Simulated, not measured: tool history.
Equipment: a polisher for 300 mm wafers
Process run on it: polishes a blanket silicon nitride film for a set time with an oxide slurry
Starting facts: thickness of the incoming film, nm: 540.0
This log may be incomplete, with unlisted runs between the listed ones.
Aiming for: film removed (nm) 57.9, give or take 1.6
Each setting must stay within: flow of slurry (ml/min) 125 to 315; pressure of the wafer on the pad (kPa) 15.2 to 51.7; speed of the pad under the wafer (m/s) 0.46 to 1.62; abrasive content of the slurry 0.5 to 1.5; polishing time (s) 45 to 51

| run | hour | flow of slurry (ml/min) | pressure of the wafer on the pad (kPa) | speed of the pad under the wafer (m/s) | abrasive content of the slurry | polishing time (s) | film removed (nm) |
|---|---|---|---|---|---|---|---|
| 1 | 0 | 205 | 33.1 | 1.04 | 1 | 51 | 27.036 |
| 2 | 2.6 | 205 | 33.1 | 1.04 | 1 | 45 | 23.889 |
| 3 | 11.5 | 185 | 33.1 | 1.04 | 1 | 45 | 23.673 |
| 4 | 17.3 | 185 | 33.1 | 1.26 | 1 | 45 | 25.934 |
| 5 | 18.9 | 195 | 35.9 | 1.3 | 1 | 45 | 28.59 |
|  | 27.8 | conditioning disc replaced and pad reconditioned |
| 6 | 27.8 | 195 | 35.9 | 1.42 | 1 | 45 | 50.729 |
| 7 | 36.8 | 200 | 35.9 | 1.42 | 1 | 45 | 51.092 |
| 8 | 43.6 | 210 | 35.9 | 1.42 | 1 | 45 | 51.631 |
| 9 | 49.6 | 220 | 35.9 | 1.42 | 1 | 45 | 51.346 |

5 candidate next runs follow, results not yet known. Just one meets every target within its allowed miss. Identify it.
| A | 55.6 | 235 | 32.4 | 1.48 | 0.95 | 46 | ? |
| B | 55.6 | 200 | 39.3 | 1.36 | 1.1 | 48 | ? |
| C | 55.6 | 315 | 29.6 | 1.34 | 1.25 | 45 | ? |
| D | 55.6 | 190 | 32.4 | 1.38 | 1 | 47 | ? |
| E | 55.6 | 210 | 37.9 | 1.56 | 1.25 | 46 | ? |

| move | film removed (nm) |
|---|---|
| A | 49.206 |
| B | 58.006 |
| C | 46.542 |
| D | 47.478 |
| E | 62.878 |
A: lands further from the targets than the last run did
B: hits every target within its allowed miss
C: lands further from the targets than the last run did
D: lands further from the targets than the last run did
E: the result that was furthest off in the last run now lies on the other side of its target
The right move is B.
